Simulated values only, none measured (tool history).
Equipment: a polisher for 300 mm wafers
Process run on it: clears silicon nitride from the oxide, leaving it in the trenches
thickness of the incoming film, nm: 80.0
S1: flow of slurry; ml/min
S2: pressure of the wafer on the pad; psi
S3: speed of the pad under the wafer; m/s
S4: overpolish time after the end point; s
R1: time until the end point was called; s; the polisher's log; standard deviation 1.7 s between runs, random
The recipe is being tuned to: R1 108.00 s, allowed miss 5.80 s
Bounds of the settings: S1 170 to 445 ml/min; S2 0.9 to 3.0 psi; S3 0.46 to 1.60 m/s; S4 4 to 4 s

| run | hour | S1 | S2 | S3 | S4 | R1 |
|---|---|---|---|---|---|---|
| 1 | 0.0 | 285 | 1.9 | 1.02 | 4 | 133.29 |
| 2 | 3.9 | 285 | 1.5 | 1.02 | 4 | 157.43 |
| 3 | 6.0 | 285 | 1.6 | 1.02 | 4 | 153.67 |
| 4 | 7.0 | 285 | 1.1 | 1.02 | 4 | 198.81 |
| 5 | 10.1 | 285 | 1.2 | 1.02 | 4 | 190.17 |
| 6 | 17.0 | 285 | 1.2 | 0.86 | 4 | 219.95 |
| 7 | 20.0 | 285 | 1.2 | 0.86 | 4 | 219.59 |
| 8 | 28.7 | 285 | 1.3 | 0.86 | 4 | 210.91 |
| 9 | 36.8 | 285 | 1.4 | 0.86 | 4 | 198.12 |
| 10 | 44.4 | 285 | 1.5 | 0.86 | 4 | 181.36 |
| 11 | 47.1 | 285 | 2.1 | 0.90 | 4 | 139.57 |
| 12 | 53.4 | 285 | 2.2 | 0.90 | 4 | 133.65 |
| 13 | 60.0 | 285 | 2.5 | 0.92 | 4 | 113.89 |

Which single option among these 5 for the next run brings every result within its allowed miss of target? Just one does.
| A | 66.6 | 305 | 2.7 | 0.82 | 4 | ? |
| B | 66.6 | 320 | 3.0 | 0.84 | 4 | ? |
| C | 66.6 | 185 | 2.4 | 0.90 | 4 | ? |
| D | 66.6 | 275 | 2.5 | 0.84 | 4 | ? |
| E | 66.6 | 265 | 2.8 | 0.76 | 4 | ? |

| move | R1 |
|---|---|
| A | 121.47 |
| B | 107.71 |
| C | 131.24 |
| D | 128.22 |
| E | 128.45 |
A: moves away from the targets compared with the last run
B: every result within its allowed miss
C: moves away from the targets compared with the last run
D: moves away from the targets compared with the last run
E: moves away from the targets compared with the last run
B is the move that brings every result within its allowed miss.
